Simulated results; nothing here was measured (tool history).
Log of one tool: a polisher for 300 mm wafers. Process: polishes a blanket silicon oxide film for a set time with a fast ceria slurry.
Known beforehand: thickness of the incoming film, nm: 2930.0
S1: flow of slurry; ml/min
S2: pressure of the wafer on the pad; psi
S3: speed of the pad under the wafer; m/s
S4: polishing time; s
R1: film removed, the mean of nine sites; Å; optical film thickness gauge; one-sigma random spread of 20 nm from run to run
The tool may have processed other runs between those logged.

run    day   S1   S2    S3  S4     R1
  1  0.000  285  3.3  0.96  77  13310
  2  0.362  285  3.6  0.96  77  14634
  3  0.488  285  3.8  0.96  77  15283
  4  0.575  285  3.8  0.96  77  15381
  5  0.758  345  3.8  0.96  77  15278
  6  0.804  345  4.0  0.96  77  16693
  7  1.150  345  4.2  0.96  77  17155
  8  1.242  345  4.4  0.96  77  18119

What will run 9 give?
  9  1.529  345  4.5  0.96  77   ?

{"run 9": {"R1": 18303}}
